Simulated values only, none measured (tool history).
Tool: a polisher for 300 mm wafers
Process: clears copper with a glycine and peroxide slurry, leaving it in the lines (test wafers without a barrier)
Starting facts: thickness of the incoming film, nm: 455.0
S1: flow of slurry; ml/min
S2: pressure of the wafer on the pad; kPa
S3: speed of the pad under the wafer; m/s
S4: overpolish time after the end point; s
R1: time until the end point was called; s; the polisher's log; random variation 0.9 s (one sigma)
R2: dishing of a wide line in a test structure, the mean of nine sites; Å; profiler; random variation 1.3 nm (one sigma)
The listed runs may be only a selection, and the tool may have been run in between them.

run	hour	S1	S2	S3	S4	R1	R2
1	0.0	185	20.0	1.10	16	64.274	657.30
2	8.3	180	17.2	1.10	17	73.873	662.49
3	11.4	175	15.2	1.10	17	80.383	596.41
4	20.4	175	15.2	1.22	17	73.818	622.53
5	26.2	170	13.1	1.20	18	84.716	581.06
6	32.3	170	17.9	1.20	18	66.093	714.13
7	36.7	170	15.2	1.20	18	74.960	641.73

Run 8 is up next; what results do you expect?
8	42.0	155	9.7	1.16	21	?	?

{"run 8": {"R1": 111.88, "R2": 504.45}}
